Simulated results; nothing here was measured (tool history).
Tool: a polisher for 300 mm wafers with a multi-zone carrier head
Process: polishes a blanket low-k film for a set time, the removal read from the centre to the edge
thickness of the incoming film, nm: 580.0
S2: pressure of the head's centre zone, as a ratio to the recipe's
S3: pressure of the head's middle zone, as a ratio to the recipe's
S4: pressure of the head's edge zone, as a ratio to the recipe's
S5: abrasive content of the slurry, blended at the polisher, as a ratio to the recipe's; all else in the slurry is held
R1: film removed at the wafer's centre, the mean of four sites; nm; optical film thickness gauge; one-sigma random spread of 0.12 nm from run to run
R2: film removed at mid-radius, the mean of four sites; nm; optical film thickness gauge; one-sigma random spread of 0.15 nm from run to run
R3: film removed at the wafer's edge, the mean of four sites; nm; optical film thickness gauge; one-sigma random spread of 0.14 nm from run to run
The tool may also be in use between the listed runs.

{"run": 1, "day": 0.0, "flow of slurry (ml/min)": 285, "S2": 1, "S3": 1, "S4": 1, "S5": 1, "polishing time (s)": 38, "R1": 15.007, "R2": 15.172, "R3": 15.406}
{"run": 2, "day": 0.108, "flow of slurry (ml/min)": 280, "S2": 0.97, "S3": 0.99, "S4": 0.99, "S5": 0.95, "polishing time (s)": 38, "R1": 14.303, "R2": 14.675, "R3": 15.028}
{"run": 3, "day": 0.183, "flow of slurry (ml/min)": 330, "S2": 0.97, "S3": 0.99, "S4": 0.99, "S5": 0.95, "polishing time (s)": 38, "R1": 14.539, "R2": 15.388, "R3": 14.889}
{"run": 4, "day": 0.221, "flow of slurry (ml/min)": 320, "S2": 0.95, "S3": 0.98, "S4": 0.99, "S5": 0.9, "polishing time (s)": 38, "R1": 13.654, "R2": 14.481, "R3": 14.191}
{"run": 5, "day": 0.446, "flow of slurry (ml/min)": 315, "S2": 0.93, "S3": 0.97, "S4": 0.99, "S5": 0.9, "polishing time (s)": 38, "R1": 13.046, "R2": 14.235, "R3": 14.261}
{"run": 6, "day": 0.646, "flow of slurry (ml/min)": 310, "S2": 0.92, "S3": 0.96, "S4": 0.98, "S5": 0.9, "polishing time (s)": 38, "R1": 13.189, "R2": 14.036, "R3": 14.295}
{"run": 7, "day": 0.771, "flow of slurry (ml/min)": 310, "S2": 0.9, "S3": 0.96, "S4": 0.98, "S5": 0.9, "polishing time (s)": 38, "R1": 12.647, "R2": 14.313, "R3": 14.01}
{"run": 8, "day": 0.975, "flow of slurry (ml/min)": 305, "S2": 0.89, "S3": 0.95, "S4": 0.98, "S5": 0.9, "polishing time (s)": 38, "R1": 12.562, "R2": 14.009, "R3": 14.631}
{"run": 9, "day": 1.279, "flow of slurry (ml/min)": 305, "S2": 0.88, "S3": 0.95, "S4": 0.97, "S5": 0.85, "polishing time (s)": 38, "R1": 12.115, "R2": 13.269, "R3": 13.286}

For run 10, what comes out?
{"run": 10, "day": 1.4, "flow of slurry (ml/min)": 300, "S2": 0.87, "S3": 0.95, "S4": 0.97, "S5": 0.85, "polishing time (s)": 38, "R1": "?", "R2": "?", "R3": "?"}

Run 10 produced R1 11.793 nm, R2 13.185 nm, R3 13.443 nm.

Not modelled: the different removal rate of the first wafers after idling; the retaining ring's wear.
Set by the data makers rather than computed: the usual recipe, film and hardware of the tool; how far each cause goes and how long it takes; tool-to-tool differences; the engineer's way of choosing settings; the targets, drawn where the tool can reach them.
